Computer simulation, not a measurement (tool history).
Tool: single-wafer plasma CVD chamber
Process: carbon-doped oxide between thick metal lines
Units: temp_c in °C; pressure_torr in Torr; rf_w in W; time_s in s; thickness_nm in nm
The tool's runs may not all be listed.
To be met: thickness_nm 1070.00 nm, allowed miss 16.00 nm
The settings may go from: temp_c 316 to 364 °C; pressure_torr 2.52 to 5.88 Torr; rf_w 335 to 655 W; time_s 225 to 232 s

run,hour,temp_c,pressure_torr,rf_w,time_s,thickness_nm
1,0.0,340,4.20,495,225,1110.40
2,4.4,340,4.20,460,225,1042.30
3,12.1,339,4.24,460,225,1049.10
4,20.2,338,4.28,460,225,1053.90
5,21.1,338,4.28,410,225,949.67
6,29.2,336,4.52,415,225,978.97
# hour 37.2: RF generator calibrated
7,37.2,334,4.71,420,225,1025.60
8,40.2,333,4.73,420,225,1024.50
9,47.3,331,4.76,420,225,1037.30
10,50.0,330,4.78,420,225,1034.60
11,51.8,329,4.81,420,225,1039.60
12,56.1,328,4.84,420,225,1046.40

5 next moves are on the table. One of them brings every result within its allowed miss. Which?
A,60.4,331,4.80,410,230,?
B,60.4,327,5.43,425,232,?
C,60.4,329,5.64,450,225,?
D,60.4,329,4.95,415,232,?
E,60.4,323,4.80,400,228,?

move,thickness_nm
A,1031.20
B,1100.30
C,1117.60
D,1061.00
E,1027.20
A: further off than the last run
B: takes the result that was furthest off past its target
C: takes the result that was furthest off past its target
D: meets every target
E: further off than the last run
Answer: D
